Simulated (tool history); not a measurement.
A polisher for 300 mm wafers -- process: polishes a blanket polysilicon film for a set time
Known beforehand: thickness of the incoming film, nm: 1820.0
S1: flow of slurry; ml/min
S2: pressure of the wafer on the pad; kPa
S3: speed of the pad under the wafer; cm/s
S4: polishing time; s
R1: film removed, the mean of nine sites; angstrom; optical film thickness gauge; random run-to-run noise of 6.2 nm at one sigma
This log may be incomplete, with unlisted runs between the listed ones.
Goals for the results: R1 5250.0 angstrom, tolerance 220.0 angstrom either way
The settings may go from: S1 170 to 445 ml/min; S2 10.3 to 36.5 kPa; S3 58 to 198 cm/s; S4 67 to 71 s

run 1 hour=0.0 | S1=285 S2=23.4 S3=128 S4=67 | R1=7490.8
run 2 hour=6.3 | S1=260 S2=23.4 S3=128 S4=67 | R1=7631.4
run 3 hour=12.0 | S1=260 S2=22.1 S3=128 S4=67 | R1=7295.4
run 4 hour=19.6 | S1=260 S2=22.1 S3=104 S4=67 | R1=6024.4
run 5 hour=20.5 | S1=260 S2=21.4 S3=104 S4=67 | R1=5862.7
run 6 hour=23.4 | S1=315 S2=21.4 S3=104 S4=67 | R1=6029.6
run 7 hour=29.1 | S1=315 S2=20.7 S3=104 S4=67 | R1=5882.9
run 8 hour=36.6 | S1=315 S2=20.0 S3=104 S4=67 | R1=5812.5
run 9 hour=44.2 | S1=315 S2=19.3 S3=104 S4=67 | R1=5644.3

Which one of the following 5 next-run settings gets every result inside its allowed miss? There is exactly one.
run A hour=51.8 | S1=300 S2=19.3 S3=108 S4=71 | R1=?
run B hour=51.8 | S1=295 S2=17.9 S3=104 S4=67 | R1=?
run C hour=51.8 | S1=330 S2=17.2 S3=122 S4=68 | R1=?
run D hour=51.8 | S1=330 S2=20.7 S3=100 S4=68 | R1=?
run E hour=51.8 | S1=310 S2=21.4 S3=106 S4=69 | R1=?

move=A R1=5991.6
move=B R1=5208.7
move=C R1=6089.7
move=D R1=5605.4
move=E R1=6107.1
A: its largest miss is bigger than the last run's
B: all results in spec
C: its largest miss is bigger than the last run's
D: nearer than the last run, and not there yet
E: its largest miss is bigger than the last run's
B meets every target.
